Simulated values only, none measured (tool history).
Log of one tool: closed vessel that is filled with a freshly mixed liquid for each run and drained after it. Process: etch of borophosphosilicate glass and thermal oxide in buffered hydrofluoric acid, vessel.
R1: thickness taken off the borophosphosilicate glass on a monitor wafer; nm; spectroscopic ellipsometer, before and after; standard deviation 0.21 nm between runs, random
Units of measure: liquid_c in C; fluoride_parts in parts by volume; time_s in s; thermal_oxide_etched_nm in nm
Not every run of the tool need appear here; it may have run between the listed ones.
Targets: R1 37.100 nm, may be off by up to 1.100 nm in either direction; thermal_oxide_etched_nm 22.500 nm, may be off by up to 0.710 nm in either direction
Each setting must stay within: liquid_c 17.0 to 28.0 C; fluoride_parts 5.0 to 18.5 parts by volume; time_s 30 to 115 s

run 1 day=0.000 | liquid_c=20.0 fluoride_parts=11.5 time_s=60 | R1=77.712 thermal_oxide_etched_nm=46.687
run 2 day=0.279 | liquid_c=20.0 fluoride_parts=9.0 time_s=60 | R1=95.807 thermal_oxide_etched_nm=58.172
run 3 day=0.546 | liquid_c=19.0 fluoride_parts=12.0 time_s=60 | R1=70.758 thermal_oxide_etched_nm=42.372
run 4 day=0.583 | liquid_c=19.0 fluoride_parts=9.0 time_s=60 | R1=89.288 thermal_oxide_etched_nm=54.131
run 5 day=0.788 | liquid_c=18.5 fluoride_parts=12.0 time_s=60 | R1=67.816 thermal_oxide_etched_nm=41.483
run 6 day=1.171 | liquid_c=18.0 fluoride_parts=14.0 time_s=60 | R1=57.372 thermal_oxide_etched_nm=34.221
run 7 day=1.283 | liquid_c=17.5 fluoride_parts=15.5 time_s=60 | R1=49.922 thermal_oxide_etched_nm=30.899
run 8 day=1.596 | liquid_c=17.5 fluoride_parts=17.5 time_s=45 | R1=33.226 thermal_oxide_etched_nm=19.922
run 9 day=1.775 | liquid_c=18.0 fluoride_parts=17.5 time_s=45 | R1=33.941 thermal_oxide_etched_nm=21.080
run 10 day=2.000 | liquid_c=18.0 fluoride_parts=17.0 time_s=45 | R1=35.294 thermal_oxide_etched_nm=21.452

Which of these 4 next moves meets every target?
run A day=2.225 | liquid_c=19.5 fluoride_parts=18.0 time_s=50 | R1=? thermal_oxide_etched_nm=?
run B day=2.225 | liquid_c=17.5 fluoride_parts=16.0 time_s=50 | R1=? thermal_oxide_etched_nm=?
run C day=2.225 | liquid_c=17.0 fluoride_parts=11.0 time_s=30 | R1=? thermal_oxide_etched_nm=?
run D day=2.225 | liquid_c=18.5 fluoride_parts=16.5 time_s=45 | R1=? thermal_oxide_etched_nm=?

move=A R1=40.377 thermal_oxide_etched_nm=24.788
move=B R1=40.569 thermal_oxide_etched_nm=24.859
move=C R1=34.263 thermal_oxide_etched_nm=20.937
move=D R1=37.461 thermal_oxide_etched_nm=22.974
A: carries the result that was furthest off beyond its target, to the other side
B: carries the result that was furthest off beyond its target, to the other side
C: moves away from the targets compared with the last run
D: every result within its allowed miss
D meets every target.

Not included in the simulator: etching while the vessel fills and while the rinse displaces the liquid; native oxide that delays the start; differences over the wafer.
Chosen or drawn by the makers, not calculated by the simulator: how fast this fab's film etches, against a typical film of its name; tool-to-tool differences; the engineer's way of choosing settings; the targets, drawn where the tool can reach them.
